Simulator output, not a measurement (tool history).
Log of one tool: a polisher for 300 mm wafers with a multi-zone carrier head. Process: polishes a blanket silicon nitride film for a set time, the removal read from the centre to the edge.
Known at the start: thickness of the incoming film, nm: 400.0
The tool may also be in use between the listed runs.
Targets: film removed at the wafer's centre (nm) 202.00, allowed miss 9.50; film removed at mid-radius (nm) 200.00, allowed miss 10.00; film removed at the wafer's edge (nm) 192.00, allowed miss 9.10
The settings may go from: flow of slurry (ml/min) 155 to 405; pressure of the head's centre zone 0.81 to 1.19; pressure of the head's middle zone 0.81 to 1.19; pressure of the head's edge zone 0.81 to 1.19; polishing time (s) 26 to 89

run,hour,flow of slurry (ml/min),pressure of the head's centre zone,pressure of the head's middle zone,pressure of the head's edge zone,polishing time (s),film removed at the wafer's centre (nm),film removed at mid-radius (nm),film removed at the wafer's edge (nm)
1,0.0,260,1.00,1.00,1.00,57,159.20,160.07,170.06
2,0.6,260,1.00,1.00,1.00,65,185.75,188.62,192.01
3,5.6,260,1.00,1.00,1.00,59,167.28,166.78,179.53
4,9.1,265,1.02,1.02,1.00,60,174.28,177.24,177.14
5,11.3,265,1.03,1.02,1.01,61,179.67,178.26,187.17
6,16.1,270,1.04,1.03,1.00,61,181.41,179.69,180.22
7,21.8,270,1.05,1.04,1.01,61,180.48,178.53,183.57
8,30.5,270,1.06,1.05,1.01,62,187.07,188.04,185.43

4 next moves are on the table. One of them brings every result within its allowed miss. Which?
A,39.2,300,1.05,1.01,1.09,68,?,?,?
B,39.2,280,1.10,1.06,0.96,73,?,?,?
C,39.2,275,1.12,1.14,1.02,71,?,?,?
D,39.2,335,1.11,1.08,1.00,64,?,?,?

move,film removed at the wafer's centre (nm),film removed at mid-radius (nm),film removed at the wafer's edge (nm)
A,205.40,203.48,215.64
B,227.44,226.42,216.57
C,224.15,234.01,216.41
D,203.77,204.32,195.51
A: brings the result that was furthest off to its target, and leaves another outside
B: takes the result that was furthest off past its target
C: takes the result that was furthest off past its target
D: meets every target
Answer: D
